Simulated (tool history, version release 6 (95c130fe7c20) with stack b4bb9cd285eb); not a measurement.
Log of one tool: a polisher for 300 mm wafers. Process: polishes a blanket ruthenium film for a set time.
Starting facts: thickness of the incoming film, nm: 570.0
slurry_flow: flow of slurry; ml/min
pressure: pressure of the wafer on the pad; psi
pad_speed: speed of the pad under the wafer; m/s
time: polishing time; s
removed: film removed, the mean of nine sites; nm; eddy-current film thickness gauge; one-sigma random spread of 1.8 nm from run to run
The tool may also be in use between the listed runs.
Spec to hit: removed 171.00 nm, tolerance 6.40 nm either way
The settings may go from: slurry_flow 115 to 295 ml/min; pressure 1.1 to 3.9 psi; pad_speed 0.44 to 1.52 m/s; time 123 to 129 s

run,hour,slurry_flow,pressure,pad_speed,time,removed
1,0.0,190,2.5,0.98,123,189.18
2,6.7,185,2.4,0.98,123,184.78
3,15.4,185,2.4,1.14,123,208.14
4,23.0,185,2.3,1.14,123,202.28
5,29.7,230,2.3,1.14,123,204.50
# hour 35.5: slurry nozzle cleaned
6,35.5,230,2.3,1.14,123,210.72
7,43.5,230,2.2,1.14,123,204.79
8,46.8,230,2.1,1.14,123,195.03
9,53.1,225,1.9,1.14,123,178.46

Which of these 4 next moves meets every target?
A,59.4,215,1.8,1.04,127,?
B,59.4,220,1.5,1.26,128,?
C,59.4,190,2.0,1.04,123,?
D,59.4,215,2.1,1.10,124,?

move,removed
A,160.03
B,161.44
C,169.04
D,190.52
A: pushes the last run's worst result past its target
B: pushes the last run's worst result past its target
C: each result inside its tolerance
D: moves away from the targets compared with the last run
Move C is the one to make.
